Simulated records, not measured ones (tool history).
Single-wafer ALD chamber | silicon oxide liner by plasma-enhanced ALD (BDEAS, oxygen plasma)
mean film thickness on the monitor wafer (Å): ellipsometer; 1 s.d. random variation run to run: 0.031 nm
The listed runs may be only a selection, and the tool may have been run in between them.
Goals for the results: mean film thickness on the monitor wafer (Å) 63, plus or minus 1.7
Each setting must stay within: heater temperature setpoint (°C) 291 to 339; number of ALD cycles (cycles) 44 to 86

| run | hour | heater temperature setpoint (°C) | number of ALD cycles (cycles) | mean film thickness on the monitor wafer (Å) |
|---|---|---|---|---|
| 1 | 0 | 315 | 65 | 55.957 |
| 2 | 3 | 315 | 67 | 57.763 |
| 3 | 7.7 | 315 | 69 | 58.887 |
| 4 | 9 | 325 | 69 | 58.305 |
| 5 | 12.6 | 325 | 71 | 60.105 |
| 6 | 13.8 | 334 | 71 | 58.991 |
| 7 | 14.7 | 334 | 72 | 60.589 |
| 8 | 21.2 | 334 | 73 | 60.809 |

Which single option among these 4 for the next run brings every result within its allowed miss of target? Just one does.
| A | 27.7 | 329 | 70 | ? |
| B | 27.7 | 329 | 71 | ? |
| C | 27.7 | 338 | 76 | ? |
| D | 27.7 | 332 | 71 | ? |

| move | mean film thickness on the monitor wafer (Å) |
|---|---|
| A | 58.792 |
| B | 59.632 |
| C | 62.982 |
| D | 59.367 |
A: further off than the last run
B: further off than the last run
C: all results land within tolerance of their targets
D: further off than the last run
Correct choice: C, which meets every target

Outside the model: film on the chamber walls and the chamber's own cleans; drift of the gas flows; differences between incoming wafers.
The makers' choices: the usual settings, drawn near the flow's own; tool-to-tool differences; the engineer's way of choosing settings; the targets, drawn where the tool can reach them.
